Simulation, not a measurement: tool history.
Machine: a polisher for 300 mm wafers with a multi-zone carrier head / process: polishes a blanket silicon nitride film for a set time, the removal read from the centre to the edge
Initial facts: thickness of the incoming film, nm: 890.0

run,hour,flow of slurry (ml/min),pressure of the head's centre zone,pressure of the head's middle zone,pressure of the head's edge zone,polishing time (s),film removed at the wafer's centre (angstrom),film removed at mid-radius (angstrom),film removed at the wafer's edge (angstrom)
1,0.0,230,1.00,1.00,1.00,34,773.60,789.86,745.79
2,4.4,230,1.04,1.00,1.00,34,790.26,794.83,751.51
3,10.6,200,0.98,1.01,0.94,28,614.69,641.17,599.15
4,19.6,200,0.98,1.04,0.94,28,612.02,646.63,595.55
5,20.1,180,0.96,1.08,0.90,24,508.46,578.09,494.21
6,21.0,175,0.95,1.08,0.88,21,439.85,494.55,430.86
7,24.7,175,0.94,1.09,0.86,20,418.72,476.63,399.14

What does the tool deliver on the next run?
8,28.4,185,0.92,1.08,0.85,20,?,?,?

Logged for run 8: film removed at the wafer's centre (angstrom) 412.93, film removed at mid-radius (angstrom) 471.65, film removed at the wafer's edge (angstrom) 402.22.

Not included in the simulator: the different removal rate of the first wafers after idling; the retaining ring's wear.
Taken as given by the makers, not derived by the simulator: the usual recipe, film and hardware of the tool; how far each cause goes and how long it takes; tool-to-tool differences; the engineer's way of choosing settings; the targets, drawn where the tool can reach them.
